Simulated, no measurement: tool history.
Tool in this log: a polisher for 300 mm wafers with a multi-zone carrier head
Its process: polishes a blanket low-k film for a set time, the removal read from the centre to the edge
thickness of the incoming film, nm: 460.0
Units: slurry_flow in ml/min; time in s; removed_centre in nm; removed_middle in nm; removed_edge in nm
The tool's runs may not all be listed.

run 1 day=0.000 | slurry_flow=165 centre_zone=1.00 middle_zone=1.00 edge_zone=1.00 slurry_solids=1.00 time=86 | removed_centre=35.607 removed_middle=35.485 removed_edge=35.637
run 2 day=0.062 | slurry_flow=170 centre_zone=1.01 middle_zone=1.00 edge_zone=0.95 slurry_solids=0.85 time=78 | removed_centre=30.522 removed_middle=29.938 removed_edge=28.446
run 3 day=0.142 | slurry_flow=170 centre_zone=1.01 middle_zone=1.00 edge_zone=0.95 slurry_solids=0.75 time=78 | removed_centre=28.553 removed_middle=28.520 removed_edge=27.492
run 4 day=0.325 | slurry_flow=170 centre_zone=1.09 middle_zone=1.00 edge_zone=0.95 slurry_solids=0.75 time=78 | removed_centre=30.779 removed_middle=28.440 removed_edge=27.303
run 5 day=0.467 | slurry_flow=170 centre_zone=1.07 middle_zone=0.99 edge_zone=0.91 slurry_solids=0.65 time=75 | removed_centre=27.026 removed_middle=25.147 removed_edge=24.446
run 6 day=0.625 | slurry_flow=170 centre_zone=1.07 middle_zone=1.01 edge_zone=0.88 slurry_solids=0.60 time=73 | removed_centre=25.048 removed_middle=24.308 removed_edge=22.438

Expected results for the next run?
run 7 day=0.721 | slurry_flow=125 centre_zone=1.09 middle_zone=0.99 edge_zone=0.81 slurry_solids=0.50 time=73 | removed_centre=? removed_middle=? removed_edge=?

{"run 7": {"removed_centre": 21.088, "removed_middle": 19.715, "removed_edge": 18.938}}
